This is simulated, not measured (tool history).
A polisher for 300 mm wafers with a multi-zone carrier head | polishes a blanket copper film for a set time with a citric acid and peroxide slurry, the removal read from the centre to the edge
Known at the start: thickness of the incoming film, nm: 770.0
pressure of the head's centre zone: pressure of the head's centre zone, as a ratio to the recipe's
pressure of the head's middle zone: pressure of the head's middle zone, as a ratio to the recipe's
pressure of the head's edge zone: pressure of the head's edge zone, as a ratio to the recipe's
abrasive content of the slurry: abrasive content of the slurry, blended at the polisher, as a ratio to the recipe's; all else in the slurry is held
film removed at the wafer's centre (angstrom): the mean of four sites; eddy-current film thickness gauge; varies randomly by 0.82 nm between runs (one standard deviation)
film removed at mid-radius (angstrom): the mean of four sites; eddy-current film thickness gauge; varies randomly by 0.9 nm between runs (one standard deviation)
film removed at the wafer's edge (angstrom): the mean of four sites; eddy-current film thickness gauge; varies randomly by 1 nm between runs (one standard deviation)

run	hour	flow of slurry (ml/min)	pressure of the head's centre zone	pressure of the head's middle zone	pressure of the head's edge zone	abrasive content of the slurry	polishing time (s)	film removed at the wafer's centre (angstrom)	film removed at mid-radius (angstrom)	film removed at the wafer's edge (angstrom)
1	0	225	1	1	1	1	63	1446.3	1442.8	1439
2	4.4	225	1	1	1	0.8	63	1399	1373.7	1376.3
3	7.6	215	0.99	0.96	0.96	0.7	62	1330.1	1296	1300.1
4	15	205	0.99	0.92	0.94	0.65	61	1299.6	1211.8	1254.5
5	15.7	205	0.99	1	0.94	0.65	61	1279.2	1299.8	1260.6
6	18.2	200	0.99	0.95	0.92	0.6	60	1245	1192.3	1198.5
7	22.7	190	0.99	0.92	0.91	0.6	60	1238.2	1166	1201.7

What does the tool deliver on the next run?
8	29.6	185	0.99	0.9	0.89	0.55	60	?	?	?

{"run 8": {"film removed at the wafer's centre (angstrom)": 1204, "film removed at mid-radius (angstrom)": 1130, "film removed at the wafer's edge (angstrom)": 1155.7}}

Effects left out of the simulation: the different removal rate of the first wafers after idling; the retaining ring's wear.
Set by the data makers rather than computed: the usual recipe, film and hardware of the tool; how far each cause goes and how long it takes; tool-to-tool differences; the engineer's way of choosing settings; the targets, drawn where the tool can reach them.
